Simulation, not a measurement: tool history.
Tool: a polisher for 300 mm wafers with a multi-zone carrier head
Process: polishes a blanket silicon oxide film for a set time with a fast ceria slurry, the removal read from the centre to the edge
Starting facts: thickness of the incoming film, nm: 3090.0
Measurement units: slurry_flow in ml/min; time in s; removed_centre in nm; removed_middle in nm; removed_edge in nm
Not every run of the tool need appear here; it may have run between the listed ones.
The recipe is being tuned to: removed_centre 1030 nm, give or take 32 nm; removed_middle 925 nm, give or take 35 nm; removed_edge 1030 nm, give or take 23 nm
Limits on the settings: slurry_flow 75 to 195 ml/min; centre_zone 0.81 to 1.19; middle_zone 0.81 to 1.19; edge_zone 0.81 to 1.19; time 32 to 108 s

{"run": 1, "day": 0.0, "slurry_flow": 125, "centre_zone": 1, "middle_zone": 1, "edge_zone": 1, "time": 70, "removed_centre": 889.46, "removed_middle": 803.99, "removed_edge": 827.7}
{"run": 2, "day": 0.196, "slurry_flow": 125, "centre_zone": 1, "middle_zone": 1, "edge_zone": 1, "time": 57, "removed_centre": 722.94, "removed_middle": 653.78, "removed_edge": 660.97}
{"run": 3, "day": 0.388, "slurry_flow": 125, "centre_zone": 0.92, "middle_zone": 1, "edge_zone": 1, "time": 57, "removed_centre": 664.4, "removed_middle": 658.16, "removed_edge": 669.7}
{"run": 4, "day": 0.642, "slurry_flow": 125, "centre_zone": 0.92, "middle_zone": 1, "edge_zone": 0.97, "time": 57, "removed_centre": 665.35, "removed_middle": 649.83, "removed_edge": 649.9}
{"day": 0.683, "done": "centre zone pressure recalibrated"}
{"run": 5, "day": 0.683, "slurry_flow": 135, "centre_zone": 0.96, "middle_zone": 1, "edge_zone": 1.04, "time": 63, "removed_centre": 698.91, "removed_middle": 730.73, "removed_edge": 749.75}
{"run": 6, "day": 0.846, "slurry_flow": 135, "centre_zone": 1.04, "middle_zone": 1, "edge_zone": 1.04, "time": 63, "removed_centre": 734.08, "removed_middle": 742.37, "removed_edge": 753.2}
{"run": 7, "day": 1.058, "slurry_flow": 145, "centre_zone": 1.03, "middle_zone": 0.96, "edge_zone": 1.02, "time": 70, "removed_centre": 839.49, "removed_middle": 824.56, "removed_edge": 833.83}
{"run": 8, "day": 1.433, "slurry_flow": 145, "centre_zone": 1.03, "middle_zone": 0.96, "edge_zone": 1.02, "time": 70, "removed_centre": 842.5, "removed_middle": 797.31, "removed_edge": 832.07}
{"run": 9, "day": 1.479, "slurry_flow": 135, "centre_zone": 1.05, "middle_zone": 0.96, "edge_zone": 1.04, "time": 74, "removed_centre": 886.32, "removed_middle": 834.41, "removed_edge": 888.36}
{"run": 10, "day": 1.575, "slurry_flow": 130, "centre_zone": 1.07, "middle_zone": 0.96, "edge_zone": 1.05, "time": 77, "removed_centre": 931.94, "removed_middle": 866.48, "removed_edge": 917.28}

Consider the 5 candidate settings below. Which is the only one whose results all fall within their allowed miss of target?
{"run": "A", "day": 1.671, "slurry_flow": 195, "centre_zone": 1.07, "middle_zone": 1.19, "edge_zone": 1.02, "time": 64, "removed_centre": "?", "removed_middle": "?", "removed_edge": "?"}
{"run": "B", "day": 1.671, "slurry_flow": 125, "centre_zone": 1.01, "middle_zone": 0.87, "edge_zone": 0.96, "time": 90, "removed_centre": "?", "removed_middle": "?", "removed_edge": "?"}
{"run": "C", "day": 1.671, "slurry_flow": 150, "centre_zone": 1.13, "middle_zone": 1.11, "edge_zone": 0.99, "time": 68, "removed_centre": "?", "removed_middle": "?", "removed_edge": "?"}
{"run": "D", "day": 1.671, "slurry_flow": 115, "centre_zone": 1.12, "middle_zone": 0.9, "edge_zone": 1.01, "time": 89, "removed_centre": "?", "removed_middle": "?", "removed_edge": "?"}
{"run": "E", "day": 1.671, "slurry_flow": 160, "centre_zone": 1.14, "middle_zone": 0.88, "edge_zone": 1.17, "time": 84, "removed_centre": "?", "removed_middle": "?", "removed_edge": "?"}

move=A removed_centre=824.5 removed_middle=907.59 removed_edge=791.23
move=B removed_centre=1012.8 removed_middle=931.05 removed_edge=1034.3
move=C removed_centre=886.9 removed_middle=877.36 removed_edge=807.19
move=D removed_centre=1094 removed_middle=931.28 removed_edge=1037.3
move=E removed_centre=1115.8 removed_middle=910.48 removed_edge=1094.8
A: its largest miss is bigger than the last run's
B: every result lands within tolerance
C: its largest miss is bigger than the last run's
D: the furthest-off result lands on target, but another misses its tolerance
E: carries the result that was furthest off beyond its target, to the other side
The move that meets every target is B.

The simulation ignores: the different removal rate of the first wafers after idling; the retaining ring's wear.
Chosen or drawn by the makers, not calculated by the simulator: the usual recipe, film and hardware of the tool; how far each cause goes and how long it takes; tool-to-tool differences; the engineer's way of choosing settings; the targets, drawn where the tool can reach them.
